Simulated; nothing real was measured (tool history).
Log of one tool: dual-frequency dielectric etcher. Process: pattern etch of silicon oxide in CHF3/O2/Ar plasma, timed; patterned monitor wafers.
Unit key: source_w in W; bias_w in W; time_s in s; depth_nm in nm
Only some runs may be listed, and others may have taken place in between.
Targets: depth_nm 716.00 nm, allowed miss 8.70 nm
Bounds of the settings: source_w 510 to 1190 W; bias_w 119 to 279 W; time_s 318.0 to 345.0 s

{"run": 1, "hour": 0.0, "source_w": 850, "bias_w": 199, "time_s": 345.0, "depth_nm": 771.45}
{"run": 2, "hour": 8.8, "source_w": 730, "bias_w": 199, "time_s": 345.0, "depth_nm": 732.96}
{"run": 3, "hour": 15.2, "source_w": 730, "bias_w": 199, "time_s": 345.0, "depth_nm": 734.31}
{"run": 4, "hour": 16.8, "source_w": 730, "bias_w": 226, "time_s": 345.0, "depth_nm": 754.53}
{"run": 5, "hour": 20.9, "source_w": 730, "bias_w": 226, "time_s": 318.0, "depth_nm": 694.25}
{"run": 6, "hour": 29.3, "source_w": 750, "bias_w": 227, "time_s": 318.0, "depth_nm": 703.47}
{"run": 7, "hour": 38.0, "source_w": 760, "bias_w": 227, "time_s": 318.0, "depth_nm": 707.21}
{"run": 8, "hour": 46.4, "source_w": 760, "bias_w": 227, "time_s": 318.0, "depth_nm": 703.84}

Consider the 4 candidate settings below. Which is the only one whose results all fall within their allowed miss of target?
{"run": "A", "hour": 54.8, "source_w": 810, "bias_w": 213, "time_s": 330.5, "depth_nm": "?"}
{"run": "B", "hour": 54.8, "source_w": 690, "bias_w": 227, "time_s": 333.5, "depth_nm": "?"}
{"run": "C", "hour": 54.8, "source_w": 590, "bias_w": 257, "time_s": 332.0, "depth_nm": "?"}
{"run": "D", "hour": 54.8, "source_w": 720, "bias_w": 221, "time_s": 322.5, "depth_nm": "?"}

move=A depth_nm=738.59
move=B depth_nm=713.19
move=C depth_nm=691.31
move=D depth_nm=696.11
A: pushes the last run's worst result past its target
B: every result lands within tolerance
C: its largest miss is bigger than the last run's
D: its largest miss is bigger than the last run's
Go with B: it meets all targets.
